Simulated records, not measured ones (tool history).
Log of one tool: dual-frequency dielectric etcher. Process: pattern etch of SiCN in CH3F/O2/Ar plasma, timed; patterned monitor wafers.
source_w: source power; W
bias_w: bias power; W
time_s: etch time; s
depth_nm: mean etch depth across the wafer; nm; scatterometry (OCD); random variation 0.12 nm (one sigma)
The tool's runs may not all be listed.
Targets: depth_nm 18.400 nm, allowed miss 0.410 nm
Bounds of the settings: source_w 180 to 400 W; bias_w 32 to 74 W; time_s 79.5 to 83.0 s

| run | hour | source_w | bias_w | time_s | depth_nm |
|---|---|---|---|---|---|
| 1 | 0.0 | 290 | 53 | 79.5 | 23.777 |
| 2 | 6.5 | 320 | 53 | 79.5 | 24.224 |
| 3 | 7.8 | 280 | 48 | 79.5 | 22.271 |
| 4 | 15.8 | 230 | 48 | 79.5 | 21.720 |
|  | 24.7 | source power generator calibrated |
| 5 | 24.7 | 230 | 55 | 79.5 | 22.870 |
| 6 | 30.2 | 230 | 64 | 79.5 | 24.728 |
| 7 | 35.5 | 220 | 56 | 79.5 | 23.164 |
| 8 | 42.1 | 210 | 50 | 79.5 | 21.443 |
| 9 | 49.7 | 200 | 46 | 79.5 | 20.554 |
| 10 | 56.9 | 190 | 43 | 79.5 | 19.669 |
| 11 | 65.3 | 190 | 41 | 79.5 | 19.087 |
| 12 | 66.6 | 190 | 40 | 79.5 | 18.847 |

4 next moves are on the table. One of them brings every result within its allowed miss. Which?
| A | 67.9 | 200 | 32 | 83.0 | ? |
| B | 67.9 | 180 | 37 | 81.5 | ? |
| C | 67.9 | 220 | 41 | 81.0 | ? |
| D | 67.9 | 180 | 34 | 81.5 | ? |

| move | depth_nm |
|---|---|
| A | 17.586 |
| B | 18.448 |
| C | 20.046 |
| D | 17.583 |
A: takes the result that was furthest off past its target
B: meets every target
C: further off than the last run
D: takes the result that was furthest off past its target
Move B is the one to make.
